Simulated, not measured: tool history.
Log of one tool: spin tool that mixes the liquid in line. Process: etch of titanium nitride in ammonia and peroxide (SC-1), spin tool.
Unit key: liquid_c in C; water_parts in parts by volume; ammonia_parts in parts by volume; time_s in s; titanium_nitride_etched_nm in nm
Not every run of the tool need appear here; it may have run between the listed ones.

Run 1, hour 0.0: liquid_c 62.0 C, water_parts 10.0 parts by volume, ammonia_parts 0.5 parts by volume, time_s 180 s. Result: titanium_nitride_etched_nm 15.499 nm.
Run 2, hour 1.4: liquid_c 62.5 C, water_parts 10.0 parts by volume, ammonia_parts 0.5 parts by volume, time_s 180 s. Result: titanium_nitride_etched_nm 15.950 nm.
Run 3, hour 2.2: liquid_c 63.0 C, water_parts 10.0 parts by volume, ammonia_parts 0.5 parts by volume, time_s 180 s. Result: titanium_nitride_etched_nm 16.538 nm.
Run 4, hour 5.4: liquid_c 63.5 C, water_parts 10.0 parts by volume, ammonia_parts 0.5 parts by volume, time_s 180 s. Result: titanium_nitride_etched_nm 17.131 nm.
Run 5, hour 6.0: liquid_c 63.5 C, water_parts 7.5 parts by volume, ammonia_parts 0.5 parts by volume, time_s 180 s. Result: titanium_nitride_etched_nm 20.049 nm.
Run 6, hour 12.7: liquid_c 63.5 C, water_parts 6.0 parts by volume, ammonia_parts 0.5 parts by volume, time_s 180 s. Result: titanium_nitride_etched_nm 22.455 nm.

The next listed run, before its measurement:
Run 7, hour 15.9: liquid_c 63.5 C, water_parts 6.0 parts by volume, ammonia_parts 0.5 parts by volume, time_s 180 s. Result: titanium_nitride_etched_nm ?.

titanium_nitride_etched_nm: 22.328 nm
